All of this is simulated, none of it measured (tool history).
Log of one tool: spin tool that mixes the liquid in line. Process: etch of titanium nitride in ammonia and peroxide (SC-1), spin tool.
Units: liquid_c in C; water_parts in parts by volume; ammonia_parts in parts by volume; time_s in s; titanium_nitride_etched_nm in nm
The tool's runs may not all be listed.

run 1 hour=0.0 | liquid_c=51.0 water_parts=15.5 ammonia_parts=0.7 time_s=190 | titanium_nitride_etched_nm=6.6894
run 2 hour=6.0 | liquid_c=49.0 water_parts=15.5 ammonia_parts=0.7 time_s=190 | titanium_nitride_etched_nm=5.9893
run 3 hour=12.5 | liquid_c=47.0 water_parts=15.5 ammonia_parts=0.7 time_s=190 | titanium_nitride_etched_nm=5.0772
run 4 hour=13.4 | liquid_c=46.0 water_parts=15.5 ammonia_parts=0.7 time_s=190 | titanium_nitride_etched_nm=4.7553
run 5 hour=15.9 | liquid_c=45.0 water_parts=15.5 ammonia_parts=0.7 time_s=190 | titanium_nitride_etched_nm=4.4090
run 6 hour=24.2 | liquid_c=44.0 water_parts=15.5 ammonia_parts=0.7 time_s=190 | titanium_nitride_etched_nm=4.1163
run 7 hour=30.9 | liquid_c=43.5 water_parts=15.5 ammonia_parts=0.7 time_s=190 | titanium_nitride_etched_nm=4.0145
run 8 hour=39.4 | liquid_c=43.0 water_parts=15.5 ammonia_parts=0.7 time_s=190 | titanium_nitride_etched_nm=3.8707

The next listed run, before its measurement:
run 9 hour=42.5 | liquid_c=38.5 water_parts=15.5 ammonia_parts=0.7 time_s=190 | titanium_nitride_etched_nm=?

{"run 9": {"titanium_nitride_etched_nm": 2.7658}}
